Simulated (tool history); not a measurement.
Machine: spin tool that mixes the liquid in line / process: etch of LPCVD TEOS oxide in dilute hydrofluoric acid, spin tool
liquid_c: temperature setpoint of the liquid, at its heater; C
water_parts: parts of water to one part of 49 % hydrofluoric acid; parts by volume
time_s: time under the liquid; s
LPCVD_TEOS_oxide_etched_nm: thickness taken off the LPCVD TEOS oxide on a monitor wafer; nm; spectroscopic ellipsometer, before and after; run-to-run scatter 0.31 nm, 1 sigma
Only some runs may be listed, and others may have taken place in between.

| run | hour | liquid_c | water_parts | time_s | LPCVD_TEOS_oxide_etched_nm |
|---|---|---|---|---|---|
| 1 | 0 | 24 | 170 | 130 | 29.625 |
| 2 | 3.2 | 24 | 170 | 140 | 32.135 |
| 3 | 11.2 | 25 | 170 | 140 | 33.428 |
| 4 | 14.5 | 25.5 | 170 | 140 | 33.828 |
|  | 21.2 | hydrofluoric acid flow meter replaced |
| 5 | 21.2 | 29 | 170 | 140 | 33.721 |
| 6 | 28 | 29 | 170 | 140 | 34.168 |

Estimate the outcome of run 7 from the log above:
| 7 | 34.7 | 29 | 170 | 140 | ? |

{"run 7": {"LPCVD_TEOS_oxide_etched_nm": 33.988}}
